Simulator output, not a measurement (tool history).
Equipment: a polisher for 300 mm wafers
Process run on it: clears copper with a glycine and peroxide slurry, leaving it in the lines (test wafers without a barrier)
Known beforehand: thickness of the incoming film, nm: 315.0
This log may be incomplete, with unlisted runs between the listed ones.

run,hour,flow of slurry (ml/min),pressure of the wafer on the pad (psi),speed of the pad under the wafer (cm/s),overpolish time after the end point (s),time until the end point was called (s),dishing of a wide line in a test structure (Å)
1,0.0,150,1.7,114,13,70.927,379.32
2,5.5,160,1.5,110,11,80.369,299.27
3,8.2,165,1.4,110,10,82.385,265.96
4,10.7,165,1.3,110,9,85.096,236.28
5,18.5,165,1.3,126,9,78.346,253.16
6,26.7,165,1.2,124,9,80.852,244.13
7,34.1,165,1.1,120,9,86.053,229.58
8,36.1,165,1.0,116,9,94.621,213.24
9,39.7,160,0.9,116,8,99.844,178.83
10,47.2,160,0.9,116,8,99.366,180.95
11,50.7,160,0.9,116,8,99.242,177.32
12,53.5,140,0.8,116,9,109.240,183.58

The next listed run, before its measurement:
13,57.0,145,0.8,116,9,?,?

{"run 13": {"time until the end point was called (s)": 107.06, "dishing of a wide line in a test structure (Å)": 185.45}}

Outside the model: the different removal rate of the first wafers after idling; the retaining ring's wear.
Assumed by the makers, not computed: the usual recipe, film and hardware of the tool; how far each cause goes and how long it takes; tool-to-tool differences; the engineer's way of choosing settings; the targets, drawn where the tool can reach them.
